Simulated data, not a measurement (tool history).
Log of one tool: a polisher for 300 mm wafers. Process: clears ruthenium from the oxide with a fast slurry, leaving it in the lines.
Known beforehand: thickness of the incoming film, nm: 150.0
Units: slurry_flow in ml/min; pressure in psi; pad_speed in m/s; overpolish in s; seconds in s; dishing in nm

Run 1, hour 0: slurry_flow 125 ml/min, pressure 2.8 psi, pad_speed 1.12 m/s, slurry_solids 1, overpolish 20 s. Result: seconds 29.32 s, dishing 73.386 nm.
Run 2, hour 1.4: slurry_flow 125 ml/min, pressure 2.8 psi, pad_speed 1.12 m/s, slurry_solids 1, overpolish 26 s. Result: seconds 28.984 s, dishing 87.859 nm.
Run 3, hour 4.1: slurry_flow 125 ml/min, pressure 2.8 psi, pad_speed 1.12 m/s, slurry_solids 1, overpolish 20 s. Result: seconds 28.585 s, dishing 72.143 nm.
Run 4, hour 11.1: slurry_flow 125 ml/min, pressure 2.8 psi, pad_speed 1.12 m/s, slurry_solids 1, overpolish 26 s. Result: seconds 29.928 s, dishing 88.573 nm.
Run 5, hour 16.5: slurry_flow 125 ml/min, pressure 2.8 psi, pad_speed 1.12 m/s, slurry_solids 1.1, overpolish 26 s. Result: seconds 28.313 s, dishing 90.605 nm.
Run 6, hour 22.6: slurry_flow 115 ml/min, pressure 2.8 psi, pad_speed 1.12 m/s, slurry_solids 1.1, overpolish 26 s. Result: seconds 27.569 s, dishing 90.807 nm.
Run 7, hour 29.3: slurry_flow 115 ml/min, pressure 2.5 psi, pad_speed 1.12 m/s, slurry_solids 1.1, overpolish 27 s. Result: seconds 31.01 s, dishing 88.988 nm.

Forecast run 8:
Run 8, hour 35.7: slurry_flow 100 ml/min, pressure 1.8 psi, pad_speed 1.12 m/s, slurry_solids 1.1, overpolish 29 s. Result: seconds ?, dishing ?.

{"run 8": {"seconds": 37.181, "dishing": 81.341}}
